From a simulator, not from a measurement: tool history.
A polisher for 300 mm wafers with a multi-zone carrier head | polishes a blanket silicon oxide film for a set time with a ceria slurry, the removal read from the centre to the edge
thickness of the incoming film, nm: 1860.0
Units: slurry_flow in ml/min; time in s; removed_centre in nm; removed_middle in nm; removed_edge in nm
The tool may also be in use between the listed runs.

run    day  slurry_flow  centre_zone  middle_zone  edge_zone  time  removed_centre  removed_middle  removed_edge
  1      0          150            1            1          1    41          267.22          269.83        266.39
  2  0.208          150            1            1       1.08    41          262.28          266.12         274.3
  3  0.342          135         0.98         0.95       1.02    35           215.6           216.8        219.87
  4  0.521          135         0.98         0.95       1.02    29          184.27          178.64        184.61
  5  0.762          105         0.98         0.95       1.02    29          166.67          168.15        182.23
  6  0.983          130         0.98         0.95       1.02    29          176.74          178.34        185.25
  7  1.254          125         0.98         0.92          1    27          163.41          157.27        170.86
  8    1.4          125         0.97          0.9       0.96    26          159.89           147.1        159.52
  9  1.454          120         0.94         0.89       0.93    26          149.67          149.21        158.44
 10  1.575          115         0.94         0.87       0.91    25          143.83          140.65        151.12
 11  1.617          110         0.94         0.86       0.89    25          139.65           136.8        145.62
 12  1.879          105         0.94         0.85       0.88    25           137.1          134.02        142.59
 13  2.108          100         0.94         0.84       0.88    25          134.43          129.22        142.39
 14  2.429          100         0.94         0.84       0.87    25          135.67          128.09        144.01

The next listed run, before its measurement:
 15  2.721          100         0.94         0.84       0.86    25               ?               ?             ?

removed_centre: 137.43 nm
removed_middle: 130.74 nm
removed_edge: 146.02 nm

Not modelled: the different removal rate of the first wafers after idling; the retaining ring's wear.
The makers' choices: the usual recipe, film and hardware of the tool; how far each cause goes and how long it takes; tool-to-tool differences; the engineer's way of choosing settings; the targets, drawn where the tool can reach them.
